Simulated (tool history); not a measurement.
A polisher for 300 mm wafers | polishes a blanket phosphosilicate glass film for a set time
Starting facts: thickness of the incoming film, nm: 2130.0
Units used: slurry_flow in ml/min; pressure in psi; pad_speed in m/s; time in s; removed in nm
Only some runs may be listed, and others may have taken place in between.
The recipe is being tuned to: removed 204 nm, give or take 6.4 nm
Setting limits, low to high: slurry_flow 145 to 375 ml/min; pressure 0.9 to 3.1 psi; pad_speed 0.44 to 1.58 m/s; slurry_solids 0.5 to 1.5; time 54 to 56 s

{"run": 1, "hour": 0.0, "slurry_flow": 240, "pressure": 2, "pad_speed": 1, "slurry_solids": 1, "time": 54, "removed": 269.28}
{"run": 2, "hour": 6.9, "slurry_flow": 240, "pressure": 1.8, "pad_speed": 1, "slurry_solids": 1, "time": 54, "removed": 243.2}
{"run": 3, "hour": 9.5, "slurry_flow": 240, "pressure": 1.8, "pad_speed": 1.16, "slurry_solids": 1, "time": 54, "removed": 270.33}
{"run": 4, "hour": 13.9, "slurry_flow": 240, "pressure": 1.8, "pad_speed": 1.16, "slurry_solids": 1, "time": 54, "removed": 271.64}
{"run": 5, "hour": 15.1, "slurry_flow": 240, "pressure": 1.8, "pad_speed": 1.28, "slurry_solids": 1, "time": 54, "removed": 279.8}
{"run": 6, "hour": 16.8, "slurry_flow": 240, "pressure": 1.6, "pad_speed": 1.28, "slurry_solids": 1, "time": 54, "removed": 255.65}
{"run": 7, "hour": 17.6, "slurry_flow": 230, "pressure": 1.1, "pad_speed": 1.26, "slurry_solids": 1, "time": 54, "removed": 173.5}
{"run": 8, "hour": 25.8, "slurry_flow": 245, "pressure": 1.2, "pad_speed": 1.26, "slurry_solids": 1, "time": 54, "removed": 192.14}
{"run": 9, "hour": 32.9, "slurry_flow": 255, "pressure": 1.2, "pad_speed": 1.26, "slurry_solids": 1, "time": 54, "removed": 191.61}

Pick the move, out of 4, that brings all results within their allowed miss; only one does.
{"run": "A", "hour": 40.0, "slurry_flow": 250, "pressure": 1, "pad_speed": 1.48, "slurry_solids": 1.05, "time": 54, "removed": "?"}
{"run": "B", "hour": 40.0, "slurry_flow": 255, "pressure": 1.1, "pad_speed": 1.26, "slurry_solids": 1.05, "time": 54, "removed": "?"}
{"run": "C", "hour": 40.0, "slurry_flow": 250, "pressure": 1.1, "pad_speed": 1.34, "slurry_solids": 1.2, "time": 56, "removed": "?"}
{"run": "D", "hour": 40.0, "slurry_flow": 315, "pressure": 1.2, "pad_speed": 1.32, "slurry_solids": 0.8, "time": 54, "removed": "?"}

move=A removed=183.78
move=B removed=180.75
move=C removed=205.25
move=D removed=184.44
A: further off than the last run
B: further off than the last run
C: every result within its allowed miss
D: further off than the last run
C meets every target.
